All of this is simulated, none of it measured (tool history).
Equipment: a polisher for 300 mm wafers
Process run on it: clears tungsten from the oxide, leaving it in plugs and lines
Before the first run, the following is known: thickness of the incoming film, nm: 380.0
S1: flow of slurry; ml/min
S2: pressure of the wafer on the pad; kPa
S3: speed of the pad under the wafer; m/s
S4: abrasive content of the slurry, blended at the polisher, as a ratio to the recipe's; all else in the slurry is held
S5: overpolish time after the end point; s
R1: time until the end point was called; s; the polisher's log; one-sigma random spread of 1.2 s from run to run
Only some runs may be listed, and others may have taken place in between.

| run | hour | S1 | S2 | S3 | S4 | S5 | R1 |
|---|---|---|---|---|---|---|---|
| 1 | 0.0 | 170 | 23.4 | 0.96 | 1.0 | 4 | 93.600 |
| 2 | 8.1 | 170 | 23.4 | 0.96 | 0.8 | 4 | 100.340 |
| 3 | 9.3 | 170 | 23.4 | 1.12 | 0.8 | 4 | 86.525 |
| 4 | 11.4 | 200 | 23.4 | 1.12 | 0.8 | 4 | 84.933 |
| 5 | 13.9 | 200 | 26.2 | 1.12 | 0.8 | 4 | 78.149 |
| 6 | 15.3 | 200 | 26.2 | 1.12 | 0.9 | 4 | 76.589 |
| 7 | 20.7 | 200 | 22.1 | 1.08 | 0.9 | 4 | 87.520 |
| 8 | 24.5 | 195 | 19.3 | 1.04 | 0.9 | 4 | 98.507 |

Run 9 has not been measured yet. What should we expect?
| 9 | 27.2 | 190 | 17.2 | 1.00 | 0.9 | 4 | ? |

Run 9 yielded R1 109.560 s.

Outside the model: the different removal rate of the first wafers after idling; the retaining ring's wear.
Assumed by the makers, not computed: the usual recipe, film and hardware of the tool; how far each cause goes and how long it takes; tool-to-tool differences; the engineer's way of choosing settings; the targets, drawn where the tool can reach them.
